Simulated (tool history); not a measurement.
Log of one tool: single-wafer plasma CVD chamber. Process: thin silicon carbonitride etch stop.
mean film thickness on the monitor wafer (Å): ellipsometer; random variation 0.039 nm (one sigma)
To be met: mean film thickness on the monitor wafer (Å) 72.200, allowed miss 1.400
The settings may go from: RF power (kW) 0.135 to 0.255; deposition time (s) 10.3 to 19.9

| run | hour | RF power (kW) | deposition time (s) | mean film thickness on the monitor wafer (Å) |
|---|---|---|---|---|
| 1 | 0.0 | 0.195 | 15.1 | 89.930 |
| 2 | 4.4 | 0.180 | 14.3 | 83.369 |
| 3 | 10.7 | 0.170 | 13.8 | 78.857 |
| 4 | 11.5 | 0.170 | 14.7 | 83.872 |
| 5 | 20.4 | 0.170 | 16.5 | 94.330 |
| 6 | 28.8 | 0.170 | 17.9 | 102.120 |
| 7 | 33.3 | 0.160 | 16.3 | 90.796 |
| 8 | 40.3 | 0.155 | 15.3 | 84.602 |
| 9 | 48.4 | 0.150 | 14.6 | 80.232 |
| 10 | 49.6 | 0.145 | 14.2 | 76.603 |
| 11 | 57.9 | 0.140 | 14.0 | 74.541 |

4 next moves are on the table. One of them brings every result within its allowed miss. Which?
| A | 66.2 | 0.135 | 13.3 | ? |
| B | 66.2 | 0.145 | 14.2 | ? |
| C | 66.2 | 0.160 | 12.9 | ? |
| D | 66.2 | 0.145 | 14.4 | ? |

| move | mean film thickness on the monitor wafer (Å) |
|---|---|
| A | 69.692 |
| B | 76.381 |
| C | 71.890 |
| D | 77.457 |
A: takes the result that was furthest off past its target
B: further off than the last run
C: meets every target
D: further off than the last run
Move C is the one to make.

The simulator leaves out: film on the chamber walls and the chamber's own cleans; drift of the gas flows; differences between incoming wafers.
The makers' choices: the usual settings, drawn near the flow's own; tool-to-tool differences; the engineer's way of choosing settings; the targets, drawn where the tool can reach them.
